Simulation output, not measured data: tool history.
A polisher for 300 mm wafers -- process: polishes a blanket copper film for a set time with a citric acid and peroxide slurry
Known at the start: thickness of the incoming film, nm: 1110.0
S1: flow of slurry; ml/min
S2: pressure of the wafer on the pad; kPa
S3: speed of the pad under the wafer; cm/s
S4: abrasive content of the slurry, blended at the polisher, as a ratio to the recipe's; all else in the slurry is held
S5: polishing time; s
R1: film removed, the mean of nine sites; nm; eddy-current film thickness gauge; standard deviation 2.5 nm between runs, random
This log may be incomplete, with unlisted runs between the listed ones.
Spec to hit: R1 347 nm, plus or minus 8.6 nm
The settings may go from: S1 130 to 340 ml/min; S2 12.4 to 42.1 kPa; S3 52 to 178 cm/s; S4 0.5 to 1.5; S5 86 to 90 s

| run | hour | S1 | S2 | S3 | S4 | S5 | R1 |
|---|---|---|---|---|---|---|---|
| 1 | 0 | 220 | 26.9 | 114 | 1 | 86 | 233.17 |
| 2 | 5.7 | 225 | 28.3 | 114 | 1 | 86 | 240.88 |
| 3 | 7.8 | 225 | 29.6 | 114 | 1 | 86 | 246.7 |
| 4 | 13.6 | 225 | 31 | 114 | 1 | 86 | 257.6 |
| 5 | 19.4 | 225 | 32.4 | 114 | 1 | 86 | 267.31 |
| 6 | 28 | 225 | 33.8 | 114 | 1 | 86 | 278.05 |
| 7 | 34.8 | 225 | 34.5 | 114 | 1 | 86 | 278.8 |
| 8 | 35.5 | 225 | 34.5 | 114 | 1 | 86 | 283.4 |
| 9 | 38.4 | 225 | 35.2 | 114 | 1 | 86 | 285.98 |
| 10 | 46.3 | 225 | 35.9 | 114 | 1 | 86 | 292.29 |
| 11 | 50.8 | 255 | 40.7 | 114 | 1 | 86 | 327.39 |

Exactly one of the 5 candidate moves below puts every result within its allowed miss. Which one?
| A | 55.3 | 240 | 35.9 | 134 | 1.1 | 90 | ? |
| B | 55.3 | 260 | 42.1 | 124 | 0.7 | 88 | ? |
| C | 55.3 | 250 | 38.6 | 126 | 1.1 | 90 | ? |
| D | 55.3 | 320 | 37.2 | 126 | 1.15 | 90 | ? |
| E | 55.3 | 340 | 42.1 | 110 | 0.75 | 90 | ? |

| move | R1 |
|---|---|
| A | 368.29 |
| B | 346.24 |
| C | 370.81 |
| D | 369.33 |
| E | 326.11 |
A: the result that was furthest off in the last run now lies on the other side of its target
B: all results land within tolerance of their targets
C: the result that was furthest off in the last run now lies on the other side of its target
D: the result that was furthest off in the last run now lies on the other side of its target
E: its largest miss is bigger than the last run's
B is the move that brings every result within its allowed miss.
